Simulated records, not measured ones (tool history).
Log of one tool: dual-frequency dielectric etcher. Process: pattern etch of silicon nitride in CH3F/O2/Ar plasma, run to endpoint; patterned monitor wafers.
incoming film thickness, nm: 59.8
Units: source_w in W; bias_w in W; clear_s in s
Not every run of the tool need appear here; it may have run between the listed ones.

| run | hour | source_w | bias_w | clear_s |
|---|---|---|---|---|
| 1 | 0.0 | 440 | 79 | 82.420 |
| 2 | 1.6 | 420 | 78 | 84.994 |
| 3 | 9.8 | 410 | 78 | 84.900 |
| 4 | 13.6 | 410 | 85 | 80.848 |
| 5 | 18.0 | 410 | 97 | 76.081 |
| 6 | 18.6 | 340 | 97 | 80.383 |
| 7 | 19.1 | 320 | 95 | 83.409 |

Forecast run 8:
|  | 19.6 | bias power generator calibrated |
| 8 | 19.6 | 310 | 94 | ? |

clear_s: 82.301 s
